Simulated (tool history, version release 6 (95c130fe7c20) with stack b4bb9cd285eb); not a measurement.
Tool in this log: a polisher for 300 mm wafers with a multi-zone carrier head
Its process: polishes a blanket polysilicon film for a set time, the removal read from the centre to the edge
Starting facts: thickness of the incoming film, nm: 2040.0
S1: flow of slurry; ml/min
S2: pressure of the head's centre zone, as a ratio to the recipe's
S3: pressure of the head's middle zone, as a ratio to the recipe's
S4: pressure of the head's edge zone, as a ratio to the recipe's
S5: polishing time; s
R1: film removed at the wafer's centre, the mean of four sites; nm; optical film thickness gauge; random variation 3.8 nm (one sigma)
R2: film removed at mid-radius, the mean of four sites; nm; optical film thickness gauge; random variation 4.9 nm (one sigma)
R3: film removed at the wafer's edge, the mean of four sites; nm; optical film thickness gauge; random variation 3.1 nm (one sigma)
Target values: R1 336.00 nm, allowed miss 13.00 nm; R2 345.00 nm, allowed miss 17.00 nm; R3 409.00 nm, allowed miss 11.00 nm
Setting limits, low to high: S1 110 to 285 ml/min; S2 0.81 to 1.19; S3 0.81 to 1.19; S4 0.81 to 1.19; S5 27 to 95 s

run 1 day=0.000 | S1=180 S2=1.00 S3=1.00 S4=1.00 S5=61 | R1=288.08 R2=286.60 R3=279.54
run 2 day=0.229 | S1=180 S2=1.00 S3=1.00 S4=1.03 S5=61 | R1=287.70 R2=281.51 R3=281.05
run 3 day=0.575 | S1=160 S2=1.00 S3=1.00 S4=1.03 S5=61 | R1=280.64 R2=278.22 R3=283.30
run 4 day=0.704 | S1=160 S2=1.00 S3=1.00 S4=0.96 S5=61 | R1=272.06 R2=277.85 R3=273.26
run 5 day=0.938 | S1=160 S2=1.00 S3=1.00 S4=1.02 S5=61 | R1=281.25 R2=278.56 R3=277.80
run 6 day=1.083 | S1=155 S2=0.95 S3=0.96 S4=1.06 S5=67 | R1=289.75 R2=287.98 R3=312.58
run 7 day=1.162 | S1=150 S2=0.93 S3=0.96 S4=1.09 S5=71 | R1=299.17 R2=311.64 R3=338.31
run 8 day=1.529 | S1=160 S2=0.92 S3=0.94 S4=1.12 S5=73 | R1=308.61 R2=316.46 R3=355.34
run 9 day=1.675 | S1=170 S2=0.91 S3=0.93 S4=1.14 S5=75 | R1=321.74 R2=327.12 R3=366.54

Consider the 5 candidate settings below. Which is the only one whose results all fall within their allowed miss of target?
run A day=1.821 | S1=270 S2=1.07 S3=1.03 S4=1.12 S5=64 | R1=? R2=? R3=?
run B day=1.821 | S1=120 S2=0.82 S3=0.86 S4=1.17 S5=85 | R1=? R2=? R3=?
run C day=1.821 | S1=110 S2=0.92 S3=0.94 S4=1.19 S5=88 | R1=? R2=? R3=?
run D day=1.821 | S1=135 S2=0.87 S3=0.99 S4=1.13 S5=87 | R1=? R2=? R3=?
run E day=1.821 | S1=115 S2=0.86 S3=0.88 S4=1.19 S5=91 | R1=? R2=? R3=?

move=A R1=339.56 R2=318.71 R3=327.82
move=B R1=306.33 R2=314.34 R3=400.96
move=C R1=337.98 R2=341.15 R3=410.93
move=D R1=341.12 R2=373.18 R3=411.25
move=E R1=335.97 R2=338.66 R3=429.28
A: misses by more than the last run did
B: puts the biggest miss on target and leaves a different result outside tolerance
C: in spec on every target
D: puts the biggest miss on target and leaves a different result outside tolerance
E: carries the result that was furthest off beyond its target, to the other side
Go with C: it meets all targets.
